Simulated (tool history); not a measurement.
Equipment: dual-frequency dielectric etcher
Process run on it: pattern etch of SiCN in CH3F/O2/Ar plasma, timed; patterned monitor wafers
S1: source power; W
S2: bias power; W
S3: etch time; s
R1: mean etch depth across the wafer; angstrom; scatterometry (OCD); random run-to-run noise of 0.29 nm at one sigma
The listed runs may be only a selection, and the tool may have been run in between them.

run 1 hour=0.0 | S1=490 S2=86 S3=107.5 | R1=494.69
run 2 hour=1.3 | S1=490 S2=86 S3=112.0 | R1=515.68
run 3 hour=6.2 | S1=490 S2=72 S3=112.0 | R1=495.27
run 4 hour=9.5 | S1=460 S2=69 S3=111.5 | R1=475.35
run 5 hour=11.1 | S1=440 S2=67 S3=111.5 | R1=467.41
run 6 hour=18.4 | S1=400 S2=67 S3=111.5 | R1=456.99
run 7 hour=27.1 | S1=390 S2=65 S3=111.5 | R1=445.34

What will run 8 give?
run 8 hour=34.8 | S1=380 S2=64 S3=111.5 | R1=?

R1: 440.36 angstrom
